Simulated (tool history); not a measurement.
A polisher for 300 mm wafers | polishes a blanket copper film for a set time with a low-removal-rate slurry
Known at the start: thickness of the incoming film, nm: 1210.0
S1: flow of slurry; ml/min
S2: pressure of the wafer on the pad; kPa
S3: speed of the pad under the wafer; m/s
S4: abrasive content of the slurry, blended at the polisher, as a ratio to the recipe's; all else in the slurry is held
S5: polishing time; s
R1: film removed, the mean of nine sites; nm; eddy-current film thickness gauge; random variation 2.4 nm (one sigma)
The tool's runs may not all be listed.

run    day   S1    S2    S3   S4  S5      R1
  1  0.000  135  22.1  1.24  1.0  31  126.09
  2  0.329  135  26.2  1.24  1.0  31  150.26
  3  0.417  135  26.2  1.24  1.0  31  150.35
  4  0.579  135  26.2  1.24  0.8  31  142.37
  5  0.754  135  30.3  1.24  0.8  31  164.16
  6  0.992  135  31.0  1.24  0.8  31  162.77

The next listed run, before its measurement:
  7  1.121  135  31.7  1.26  0.8  31   ?

{"run 7": {"R1": 173.52}}
